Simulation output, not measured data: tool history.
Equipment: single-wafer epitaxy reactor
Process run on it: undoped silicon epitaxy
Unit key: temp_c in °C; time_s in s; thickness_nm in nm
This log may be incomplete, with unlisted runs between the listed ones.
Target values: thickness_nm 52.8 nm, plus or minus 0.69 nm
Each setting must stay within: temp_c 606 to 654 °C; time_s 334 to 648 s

| run | hour | temp_c | time_s | thickness_nm |
|---|---|---|---|---|
| 1 | 0 | 630 | 491 | 58.189 |
| 2 | 7.1 | 636 | 491 | 66.729 |
| 3 | 13.5 | 636 | 424 | 57.301 |
| 4 | 18.3 | 646 | 424 | 70.881 |
| 5 | 27.3 | 642 | 424 | 64.712 |
| 6 | 32.5 | 639 | 424 | 60.708 |
| 7 | 37.6 | 637 | 424 | 58.299 |
| 8 | 42.2 | 636 | 424 | 56.962 |
| 9 | 44 | 635 | 424 | 55.784 |
| 10 | 46.7 | 634 | 424 | 54.739 |

Consider the 5 candidate settings below. Which is the only one whose results all fall within their allowed miss of target?
| A | 49.4 | 635 | 414 | ? |
| B | 49.4 | 634 | 445 | ? |
| C | 49.4 | 637 | 382 | ? |
| D | 49.4 | 634 | 398 | ? |
| E | 49.4 | 642 | 334 | ? |

| move | thickness_nm |
|---|---|
| A | 54.504 |
| B | 57.321 |
| C | 52.525 |
| D | 51.267 |
| E | 51.156 |
A: nearer than the last run, and not there yet
B: further off than the last run
C: all results in spec
D: takes the result that was furthest off past its target
E: takes the result that was furthest off past its target
C meets every target.

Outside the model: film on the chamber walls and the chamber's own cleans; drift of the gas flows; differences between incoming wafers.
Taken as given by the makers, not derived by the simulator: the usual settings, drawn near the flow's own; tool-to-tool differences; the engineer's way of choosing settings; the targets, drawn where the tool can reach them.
